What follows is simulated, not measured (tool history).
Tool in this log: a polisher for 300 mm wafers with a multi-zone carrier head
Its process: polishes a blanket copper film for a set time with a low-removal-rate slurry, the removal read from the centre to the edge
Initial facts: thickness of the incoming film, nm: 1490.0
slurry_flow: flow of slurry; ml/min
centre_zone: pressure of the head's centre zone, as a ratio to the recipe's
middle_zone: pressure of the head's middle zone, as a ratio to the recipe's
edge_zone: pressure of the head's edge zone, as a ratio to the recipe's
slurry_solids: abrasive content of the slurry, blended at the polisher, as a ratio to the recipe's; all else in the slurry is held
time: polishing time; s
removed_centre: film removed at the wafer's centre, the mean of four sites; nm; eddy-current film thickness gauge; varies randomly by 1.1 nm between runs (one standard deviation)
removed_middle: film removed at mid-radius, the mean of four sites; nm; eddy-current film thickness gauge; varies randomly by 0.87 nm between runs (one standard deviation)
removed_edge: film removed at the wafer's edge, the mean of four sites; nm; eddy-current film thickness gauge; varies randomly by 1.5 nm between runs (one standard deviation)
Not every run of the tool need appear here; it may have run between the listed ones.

run,hour,slurry_flow,centre_zone,middle_zone,edge_zone,slurry_solids,time,removed_centre,removed_middle,removed_edge
1,0.0,165,1.00,1.00,1.00,1.00,45,88.519,86.928,84.629
2,1.4,175,0.98,1.03,1.04,1.10,47,91.121,95.501,94.941
3,7.6,200,0.98,1.03,1.04,1.10,47,95.755,97.959,93.221
4,14.3,200,0.98,1.03,1.04,1.20,47,96.727,99.291,96.082
5,19.7,200,0.98,1.03,1.04,1.20,54,112.830,113.720,112.740
6,24.7,200,0.98,1.06,1.04,1.20,54,110.130,117.040,111.710
7,25.3,210,0.97,1.08,1.06,1.25,54,111.510,120.870,112.420

Run 8 has not been measured yet. What should we expect?
8,32.4,210,0.95,1.09,1.08,1.30,55,?,?,?

Run 8 yielded removed_centre 112.830 nm, removed_middle 126.360 nm, removed_edge 116.690 nm.
